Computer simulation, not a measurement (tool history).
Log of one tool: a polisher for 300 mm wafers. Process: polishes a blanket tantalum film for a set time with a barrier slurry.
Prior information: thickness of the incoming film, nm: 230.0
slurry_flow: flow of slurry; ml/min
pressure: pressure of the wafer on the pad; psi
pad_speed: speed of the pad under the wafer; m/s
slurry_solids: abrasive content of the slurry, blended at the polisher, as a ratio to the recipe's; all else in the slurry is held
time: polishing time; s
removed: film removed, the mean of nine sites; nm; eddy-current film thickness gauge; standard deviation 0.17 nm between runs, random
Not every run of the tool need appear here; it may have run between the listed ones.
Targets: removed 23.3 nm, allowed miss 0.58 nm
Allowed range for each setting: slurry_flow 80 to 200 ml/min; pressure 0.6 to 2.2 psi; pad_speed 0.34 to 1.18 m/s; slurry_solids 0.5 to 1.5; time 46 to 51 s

run,hour,slurry_flow,pressure,pad_speed,slurry_solids,time,removed
1,0,130,1.4,0.76,1,51,41.272
2,3.7,130,1.2,0.76,1,51,36.87
3,10.4,125,1.1,0.76,1,51,34.576
4,16.2,125,1,0.76,1,51,32.383
5,22.8,145,1,0.76,1,51,33.279
6,25.4,145,1,0.9,1,51,38.28
7,26.3,140,0.9,0.88,1,51,34.926
8,30.7,110,0.6,0.72,1,51,22.735

Next run, 5 choices. One meets every target within its allowed miss, the rest don't. Which?
A,35.1,80,0.6,0.76,1.45,46,?
B,35.1,80,0.7,0.78,1.05,47,?
C,35.1,80,0.7,0.66,1.15,50,?
D,35.1,105,0.6,0.88,1,47,?
E,35.1,120,0.7,0.58,1.05,51,?

move,removed
A,21.994
B,23.019
C,21.999
D,24.266
E,21.364
A: lands further from the targets than the last run did
B: each result inside its tolerance
C: lands further from the targets than the last run did
D: the result that was furthest off in the last run now lies on the other side of its target
E: lands further from the targets than the last run did
Go with B: it meets all targets.
